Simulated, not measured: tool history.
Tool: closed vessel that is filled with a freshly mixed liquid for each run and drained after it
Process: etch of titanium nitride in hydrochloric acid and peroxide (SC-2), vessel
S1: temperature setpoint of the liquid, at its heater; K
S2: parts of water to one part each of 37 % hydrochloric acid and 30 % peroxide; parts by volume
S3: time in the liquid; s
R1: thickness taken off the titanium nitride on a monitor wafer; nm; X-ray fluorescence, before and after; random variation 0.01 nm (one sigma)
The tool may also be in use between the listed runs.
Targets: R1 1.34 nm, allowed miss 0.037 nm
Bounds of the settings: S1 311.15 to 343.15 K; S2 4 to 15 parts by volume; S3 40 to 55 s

run  hour      S1   S2  S3      R1
  1     0  327.15  8.5  55  2.9628
  2   6.9  327.15  8.5  55  2.9465
  3  11.3  325.15  8.5  55  2.5688
  4  15.4  323.65  8.5  55  2.2982
  5  22.1  323.65   10  55    2.04
  6  27.4  322.65   10  55   1.898
  7  31.1  321.65   10  55  1.8267
  8  34.6  320.65   10  55  1.6609
  9  39.2  320.15   10  55  1.6036
 10  47.1  319.65   10  55  1.5743
 11  52.2  316.65   10  55   1.273

4 next moves are on the table. One of them brings every result within its allowed miss. Which?
  A  57.3  319.15  12.5  50   ?
  B  57.3  315.15     8  50   ?
  C  57.3  313.15     7  55   ?
  D  57.3  318.15    10  50   ?

move      R1
   A  1.1297
   B  1.2419
   C  1.3181
   D  1.2746
A: further off than the last run
B: further off than the last run
C: meets every target
D: as far off as the last run
Move C is the one to make.
